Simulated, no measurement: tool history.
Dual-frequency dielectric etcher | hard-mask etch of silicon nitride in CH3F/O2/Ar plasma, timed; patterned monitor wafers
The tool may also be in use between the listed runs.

run,hour,source power (kW),bias power (kW),etch time (s),mean etch depth across the wafer (Å)
1,0.0,0.400,0.064,246.5,1703.9
2,0.6,0.430,0.065,246.5,1780.0
3,7.8,0.450,0.065,246.5,1822.8
4,8.7,0.470,0.065,246.5,1877.9
5,15.3,0.470,0.059,246.5,1830.0
6,16.0,0.470,0.059,246.5,1843.2
7,18.7,0.480,0.059,246.5,1847.5
8,26.5,0.490,0.059,246.5,1872.4

The next listed run, before its measurement:
9,27.3,0.500,0.059,246.5,?

{"run 9": {"mean etch depth across the wafer (Å)": 1896.8}}

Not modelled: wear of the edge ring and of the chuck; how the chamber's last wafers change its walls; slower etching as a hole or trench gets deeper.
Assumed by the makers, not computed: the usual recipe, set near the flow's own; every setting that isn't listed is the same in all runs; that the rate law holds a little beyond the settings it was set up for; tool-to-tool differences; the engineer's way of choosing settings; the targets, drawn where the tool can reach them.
